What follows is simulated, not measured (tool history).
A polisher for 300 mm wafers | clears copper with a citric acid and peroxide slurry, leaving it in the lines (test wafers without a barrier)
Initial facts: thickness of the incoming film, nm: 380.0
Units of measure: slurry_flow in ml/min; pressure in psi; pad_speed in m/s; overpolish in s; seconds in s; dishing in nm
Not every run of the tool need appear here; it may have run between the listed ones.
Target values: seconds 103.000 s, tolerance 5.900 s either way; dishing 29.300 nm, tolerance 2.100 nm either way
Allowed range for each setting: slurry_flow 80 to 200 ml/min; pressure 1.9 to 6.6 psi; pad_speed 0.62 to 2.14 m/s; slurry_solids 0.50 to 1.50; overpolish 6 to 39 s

Run 1, hour 0.0: slurry_flow 130 ml/min, pressure 4.2 psi, pad_speed 1.38 m/s, slurry_solids 1.00, overpolish 20 s. Result: seconds 91.226 s, dishing 41.990 nm.
Run 2, hour 4.6: slurry_flow 130 ml/min, pressure 4.1 psi, pad_speed 1.38 m/s, slurry_solids 1.00, overpolish 18 s. Result: seconds 94.886 s, dishing 39.088 nm.
Run 3, hour 10.2: slurry_flow 130 ml/min, pressure 4.0 psi, pad_speed 1.38 m/s, slurry_solids 1.00, overpolish 16 s. Result: seconds 98.618 s, dishing 32.869 nm.
Run 4, hour 13.0: slurry_flow 130 ml/min, pressure 3.9 psi, pad_speed 1.38 m/s, slurry_solids 1.00, overpolish 15 s. Result: seconds 98.614 s, dishing 32.116 nm.
At hour 19.6: worn pad replaced by a new one.
Run 5, hour 19.6: slurry_flow 130 ml/min, pressure 3.9 psi, pad_speed 1.10 m/s, slurry_solids 1.00, overpolish 15 s. Result: seconds 108.890 s, dishing 29.687 nm.
Run 6, hour 27.5: slurry_flow 130 ml/min, pressure 3.9 psi, pad_speed 1.10 m/s, slurry_solids 0.80, overpolish 15 s. Result: seconds 116.340 s, dishing 29.133 nm.
Run 7, hour 28.6: slurry_flow 130 ml/min, pressure 4.0 psi, pad_speed 1.10 m/s, slurry_solids 0.80, overpolish 15 s. Result: seconds 111.860 s, dishing 29.411 nm.
Run 8, hour 36.9: slurry_flow 130 ml/min, pressure 4.1 psi, pad_speed 1.10 m/s, slurry_solids 0.80, overpolish 15 s. Result: seconds 109.870 s, dishing 30.358 nm.

Below are 4 possible settings for the next run. Only one of them brings all results inside the allowed miss of their targets. Which is it?
Run A, hour 45.2: slurry_flow 160 ml/min, pressure 4.0 psi, pad_speed 1.38 m/s, slurry_solids 0.50, overpolish 16 s. Result: seconds ?, dishing ?.
Run B, hour 45.2: slurry_flow 135 ml/min, pressure 3.4 psi, pad_speed 1.42 m/s, slurry_solids 0.50, overpolish 15 s. Result: seconds ?, dishing ?.
Run C, hour 45.2: slurry_flow 105 ml/min, pressure 4.1 psi, pad_speed 1.10 m/s, slurry_solids 0.85, overpolish 14 s. Result: seconds ?, dishing ?.
Run D, hour 45.2: slurry_flow 145 ml/min, pressure 4.3 psi, pad_speed 1.04 m/s, slurry_solids 1.00, overpolish 14 s. Result: seconds ?, dishing ?.

move  seconds  dishing
   A  101.320   33.614
   B  117.410   28.185
   C  113.850   27.522
   D  102.000   30.170
A: meets the target for the result that was furthest off, but another lies outside its allowed miss
B: further off than the last run
C: further off than the last run
D: all results land within tolerance of their targets
D is the move that brings every result within its allowed miss.
